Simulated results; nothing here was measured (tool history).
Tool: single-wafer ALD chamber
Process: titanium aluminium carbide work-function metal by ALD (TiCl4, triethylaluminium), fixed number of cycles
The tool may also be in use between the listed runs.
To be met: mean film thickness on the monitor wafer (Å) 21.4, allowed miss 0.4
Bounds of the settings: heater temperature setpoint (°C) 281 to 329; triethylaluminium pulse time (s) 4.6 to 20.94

run,day,heater temperature setpoint (°C),triethylaluminium pulse time (s),mean film thickness on the monitor wafer (Å)
1,0,305,12.77,23.168
2,0.279,303,12.54,22.972
3,0.571,303,10.96,22.619
4,0.767,303,13.74,23.272
5,0.921,307,13.74,23.341
6,1.283,305,13.02,23.27
7,1.608,303,12.66,22.984
8,1.671,303,12.66,23.01
9,1.708,301,12.24,22.756

5 next moves are on the table. One of them brings every result within its allowed miss. Which?
A,1.746,317,20.84,?
B,1.746,292,9.61,?
C,1.746,325,17.68,?
D,1.746,305,15.52,?
E,1.746,321,20.36,?

move,mean film thickness on the monitor wafer (Å)
A,24.553
B,21.522
C,25.23
D,23.397
E,24.906
A: further off than the last run
B: meets every target
C: further off than the last run
D: further off than the last run
E: further off than the last run
The right move is B.
